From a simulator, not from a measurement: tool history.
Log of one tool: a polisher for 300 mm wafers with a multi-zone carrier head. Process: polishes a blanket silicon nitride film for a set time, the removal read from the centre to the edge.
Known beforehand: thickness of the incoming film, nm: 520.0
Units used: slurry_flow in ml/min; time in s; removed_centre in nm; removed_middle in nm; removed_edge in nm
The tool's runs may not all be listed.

run	hour	slurry_flow	centre_zone	middle_zone	edge_zone	time	removed_centre	removed_middle	removed_edge
1	0.0	200	1.00	1.00	1.00	70	160.63	164.54	160.48
2	5.5	175	1.00	1.00	1.00	70	158.11	156.73	156.76
3	13.9	185	1.01	1.02	1.01	72	165.25	169.36	165.06
4	15.2	185	1.01	1.02	1.01	79	185.73	184.06	179.55
5	20.0	185	1.01	1.02	1.06	79	184.69	183.21	181.12
6	27.4	185	1.01	1.02	1.06	68	158.11	157.70	162.26
7	36.3	195	1.02	1.04	1.07	70	163.18	165.80	162.53

What will run 8 give?
8	43.5	200	1.02	1.05	1.07	73	?	?	?

{"run 8": {"removed_centre": 171.35, "removed_middle": 174.8, "removed_edge": 172.43}}

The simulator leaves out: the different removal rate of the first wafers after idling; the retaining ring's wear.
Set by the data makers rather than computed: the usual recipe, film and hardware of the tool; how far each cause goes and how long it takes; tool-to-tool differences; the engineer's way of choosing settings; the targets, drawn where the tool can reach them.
